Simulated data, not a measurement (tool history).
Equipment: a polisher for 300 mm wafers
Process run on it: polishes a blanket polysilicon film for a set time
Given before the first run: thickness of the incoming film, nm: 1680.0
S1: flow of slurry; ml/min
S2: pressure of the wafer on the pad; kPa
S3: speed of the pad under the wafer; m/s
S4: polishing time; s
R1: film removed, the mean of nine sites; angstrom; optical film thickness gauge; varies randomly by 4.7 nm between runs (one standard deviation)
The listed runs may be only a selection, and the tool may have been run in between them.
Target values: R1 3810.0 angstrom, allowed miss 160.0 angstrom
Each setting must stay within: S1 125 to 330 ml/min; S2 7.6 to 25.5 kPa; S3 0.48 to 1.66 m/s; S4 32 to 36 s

{"run": 1, "hour": 0.0, "S1": 210, "S2": 16.5, "S3": 1.06, "S4": 36, "R1": 2730.2}
{"run": 2, "hour": 3.1, "S1": 185, "S2": 16.5, "S3": 1.06, "S4": 36, "R1": 2716.9}
{"run": 3, "hour": 10.9, "S1": 185, "S2": 17.9, "S3": 1.06, "S4": 36, "R1": 2912.3}
{"run": 4, "hour": 19.7, "S1": 230, "S2": 17.9, "S3": 1.06, "S4": 36, "R1": 3034.9}
{"run": 5, "hour": 27.2, "S1": 235, "S2": 18.6, "S3": 1.06, "S4": 36, "R1": 3114.7}
{"run": 6, "hour": 33.3, "S1": 290, "S2": 18.6, "S3": 1.06, "S4": 36, "R1": 3242.1}
{"run": 7, "hour": 41.7, "S1": 290, "S2": 18.6, "S3": 1.06, "S4": 36, "R1": 3197.5}
{"run": 8, "hour": 50.5, "S1": 290, "S2": 19.3, "S3": 1.06, "S4": 36, "R1": 3280.0}
{"run": 9, "hour": 57.9, "S1": 290, "S2": 20.0, "S3": 1.06, "S4": 36, "R1": 3417.0}
{"run": 10, "hour": 63.8, "S1": 290, "S2": 20.7, "S3": 1.06, "S4": 36, "R1": 3440.7}
{"run": 11, "hour": 68.1, "S1": 290, "S2": 21.4, "S3": 1.06, "S4": 36, "R1": 3634.6}

4 next moves are on the table. One of them brings every result within its allowed miss. Which?
{"run": "A", "hour": 72.4, "S1": 275, "S2": 21.4, "S3": 1.3, "S4": 36, "R1": "?"}
{"run": "B", "hour": 72.4, "S1": 290, "S2": 22.8, "S3": 1.24, "S4": 36, "R1": "?"}
{"run": "C", "hour": 72.4, "S1": 265, "S2": 21.4, "S3": 1.06, "S4": 34, "R1": "?"}
{"run": "D", "hour": 72.4, "S1": 285, "S2": 21.4, "S3": 1.12, "S4": 36, "R1": "?"}

move=A R1=4096.0
move=B R1=4244.1
move=C R1=3394.0
move=D R1=3740.7
A: takes the biggest miss from the last run beyond its target
B: takes the biggest miss from the last run beyond its target
C: moves away from the targets compared with the last run
D: each result inside its tolerance
Answer: D
